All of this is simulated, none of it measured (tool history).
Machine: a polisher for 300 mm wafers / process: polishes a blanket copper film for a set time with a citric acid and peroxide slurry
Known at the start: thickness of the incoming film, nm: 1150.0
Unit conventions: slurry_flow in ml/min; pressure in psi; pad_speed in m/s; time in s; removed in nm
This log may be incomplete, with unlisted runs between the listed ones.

{"run": 1, "hour": 0.0, "slurry_flow": 300, "pressure": 2.6, "pad_speed": 1.08, "slurry_solids": 1.0, "time": 40, "removed": 92.928}
{"run": 2, "hour": 5.5, "slurry_flow": 300, "pressure": 2.4, "pad_speed": 1.08, "slurry_solids": 1.0, "time": 40, "removed": 86.892}
{"run": 3, "hour": 10.3, "slurry_flow": 365, "pressure": 2.4, "pad_speed": 1.08, "slurry_solids": 1.0, "time": 40, "removed": 89.289}
{"run": 4, "hour": 12.0, "slurry_flow": 365, "pressure": 2.4, "pad_speed": 1.08, "slurry_solids": 1.0, "time": 35, "removed": 78.586}
{"run": 5, "hour": 13.8, "slurry_flow": 405, "pressure": 2.4, "pad_speed": 1.08, "slurry_solids": 1.0, "time": 35, "removed": 79.217}
{"run": 6, "hour": 18.2, "slurry_flow": 405, "pressure": 2.4, "pad_speed": 1.08, "slurry_solids": 1.0, "time": 40, "removed": 89.753}

Run 7 has not been measured yet. What should we expect?
{"run": 7, "hour": 26.7, "slurry_flow": 400, "pressure": 2.3, "pad_speed": 1.08, "slurry_solids": 1.0, "time": 40, "removed": "?"}

{"run 7": {"removed": 86.997}}

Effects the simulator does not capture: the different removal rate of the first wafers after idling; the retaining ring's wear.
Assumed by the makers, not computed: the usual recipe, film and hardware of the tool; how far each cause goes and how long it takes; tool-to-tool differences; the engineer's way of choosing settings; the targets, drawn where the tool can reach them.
